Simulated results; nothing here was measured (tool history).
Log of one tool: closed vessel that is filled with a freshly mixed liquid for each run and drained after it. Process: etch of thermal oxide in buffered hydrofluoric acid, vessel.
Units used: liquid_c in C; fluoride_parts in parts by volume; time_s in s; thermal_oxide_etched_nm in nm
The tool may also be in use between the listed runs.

run 1 hour=0 | liquid_c=21 fluoride_parts=11.5 time_s=100 | thermal_oxide_etched_nm=87.925
run 2 hour=8.2 | liquid_c=22.5 fluoride_parts=11.5 time_s=100 | thermal_oxide_etched_nm=94.818
run 3 hour=11.2 | liquid_c=22.5 fluoride_parts=14.5 time_s=100 | thermal_oxide_etched_nm=75.341
run 4 hour=14.1 | liquid_c=21 fluoride_parts=14.5 time_s=100 | thermal_oxide_etched_nm=70.342
run 5 hour=18.4 | liquid_c=21 fluoride_parts=14.5 time_s=110 | thermal_oxide_etched_nm=77.152
run 6 hour=26.4 | liquid_c=21 fluoride_parts=14.5 time_s=100 | thermal_oxide_etched_nm=70.031
-- hour=32.2 hydrofluoric acid flow meter replaced
run 7 hour=32.2 | liquid_c=22.5 fluoride_parts=14.5 time_s=100 | thermal_oxide_etched_nm=69.546
run 8 hour=33.5 | liquid_c=23.5 fluoride_parts=14 time_s=100 | thermal_oxide_etched_nm=75.447

Run 9 is up next; what results do you expect?
run 9 hour=36.8 | liquid_c=24 fluoride_parts=13.5 time_s=100 | thermal_oxide_etched_nm=?

Logged for run 9: thermal_oxide_etched_nm 79.798 nm.

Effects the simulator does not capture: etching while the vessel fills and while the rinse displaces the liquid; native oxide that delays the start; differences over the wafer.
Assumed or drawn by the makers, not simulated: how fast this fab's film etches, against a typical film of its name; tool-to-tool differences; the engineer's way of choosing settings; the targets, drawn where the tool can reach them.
